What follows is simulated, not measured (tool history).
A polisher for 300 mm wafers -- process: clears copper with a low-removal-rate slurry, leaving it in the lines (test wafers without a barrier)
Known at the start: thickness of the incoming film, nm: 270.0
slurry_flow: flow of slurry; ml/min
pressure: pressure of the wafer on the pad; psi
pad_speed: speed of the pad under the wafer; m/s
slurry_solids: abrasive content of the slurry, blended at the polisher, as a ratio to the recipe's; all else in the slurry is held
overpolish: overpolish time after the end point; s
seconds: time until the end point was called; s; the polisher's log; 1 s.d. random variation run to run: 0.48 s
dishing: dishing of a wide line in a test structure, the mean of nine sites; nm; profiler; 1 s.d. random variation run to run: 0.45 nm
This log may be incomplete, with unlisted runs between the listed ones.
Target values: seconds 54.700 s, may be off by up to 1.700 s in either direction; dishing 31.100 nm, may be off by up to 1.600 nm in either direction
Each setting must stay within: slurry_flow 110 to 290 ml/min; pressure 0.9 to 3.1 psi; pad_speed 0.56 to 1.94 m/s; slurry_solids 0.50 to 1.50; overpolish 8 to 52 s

{"run": 1, "hour": 0.0, "slurry_flow": 185, "pressure": 2.0, "pad_speed": 1.24, "slurry_solids": 1.0, "overpolish": 26, "seconds": 99.068, "dishing": 24.884}
{"run": 2, "hour": 5.2, "slurry_flow": 185, "pressure": 1.5, "pad_speed": 1.24, "slurry_solids": 1.0, "overpolish": 26, "seconds": 125.16, "dishing": 22.003}
{"run": 3, "hour": 8.9, "slurry_flow": 185, "pressure": 1.5, "pad_speed": 0.96, "slurry_solids": 1.0, "overpolish": 26, "seconds": 160.28, "dishing": 19.561}
{"run": 4, "hour": 11.2, "slurry_flow": 185, "pressure": 1.5, "pad_speed": 0.96, "slurry_solids": 1.0, "overpolish": 32, "seconds": 160.83, "dishing": 21.783}
{"run": 5, "hour": 20.0, "slurry_flow": 190, "pressure": 1.9, "pad_speed": 1.04, "slurry_solids": 1.0, "overpolish": 29, "seconds": 123.04, "dishing": 24.808}
{"run": 6, "hour": 21.9, "slurry_flow": 190, "pressure": 2.3, "pad_speed": 1.04, "slurry_solids": 1.0, "overpolish": 29, "seconds": 102.15, "dishing": 25.561}
{"run": 7, "hour": 27.8, "slurry_flow": 195, "pressure": 2.5, "pad_speed": 1.1, "slurry_solids": 1.0, "overpolish": 28, "seconds": 88.597, "dishing": 26.69}
{"run": 8, "hour": 34.6, "slurry_flow": 195, "pressure": 2.6, "pad_speed": 1.16, "slurry_solids": 1.0, "overpolish": 27, "seconds": 81.415, "dishing": 27.988}
{"run": 9, "hour": 39.1, "slurry_flow": 195, "pressure": 2.7, "pad_speed": 1.22, "slurry_solids": 1.0, "overpolish": 26, "seconds": 75.72, "dishing": 28.028}
{"run": 10, "hour": 42.6, "slurry_flow": 200, "pressure": 2.8, "pad_speed": 1.26, "slurry_solids": 1.0, "overpolish": 25, "seconds": 70.971, "dishing": 28.559}
{"run": 11, "hour": 48.4, "slurry_flow": 200, "pressure": 2.9, "pad_speed": 1.3, "slurry_solids": 1.0, "overpolish": 25, "seconds": 66.104, "dishing": 29.127}
{"run": 12, "hour": 53.3, "slurry_flow": 200, "pressure": 2.9, "pad_speed": 1.34, "slurry_solids": 1.0, "overpolish": 25, "seconds": 63.018, "dishing": 28.574}
{"run": 13, "hour": 56.1, "slurry_flow": 200, "pressure": 2.9, "pad_speed": 1.36, "slurry_solids": 1.0, "overpolish": 26, "seconds": 64.368, "dishing": 29.098}
{"run": 14, "hour": 58.1, "slurry_flow": 200, "pressure": 2.9, "pad_speed": 1.4, "slurry_solids": 1.0, "overpolish": 26, "seconds": 61.55, "dishing": 29.809}
{"run": 15, "hour": 66.2, "slurry_flow": 220, "pressure": 3.1, "pad_speed": 1.4, "slurry_solids": 1.0, "overpolish": 25, "seconds": 57.871, "dishing": 30.672}

Exactly one of the 5 candidate moves below puts every result within its allowed miss. Which one?
{"run": "A", "hour": 74.3, "slurry_flow": 195, "pressure": 3.0, "pad_speed": 1.54, "slurry_solids": 1.0, "overpolish": 29, "seconds": "?", "dishing": "?"}
{"run": "B", "hour": 74.3, "slurry_flow": 230, "pressure": 3.1, "pad_speed": 1.24, "slurry_solids": 1.0, "overpolish": 23, "seconds": "?", "dishing": "?"}
{"run": "C", "hour": 74.3, "slurry_flow": 285, "pressure": 3.0, "pad_speed": 1.28, "slurry_solids": 0.95, "overpolish": 40, "seconds": "?", "dishing": "?"}
{"run": "D", "hour": 74.3, "slurry_flow": 175, "pressure": 2.6, "pad_speed": 1.64, "slurry_solids": 0.75, "overpolish": 34, "seconds": "?", "dishing": "?"}
{"run": "E", "hour": 74.3, "slurry_flow": 235, "pressure": 2.7, "pad_speed": 1.5, "slurry_solids": 1.05, "overpolish": 41, "seconds": "?", "dishing": "?"}

move=A seconds=55.715 dishing=31.288
move=B seconds=65.749 dishing=28.960
move=C seconds=65.354 dishing=31.830
move=D seconds=64.645 dishing=31.012
move=E seconds=61.265 dishing=31.787
A: all results land within tolerance of their targets
B: misses by more than the last run did
C: misses by more than the last run did
D: misses by more than the last run did
E: misses by more than the last run did
The right move is A.
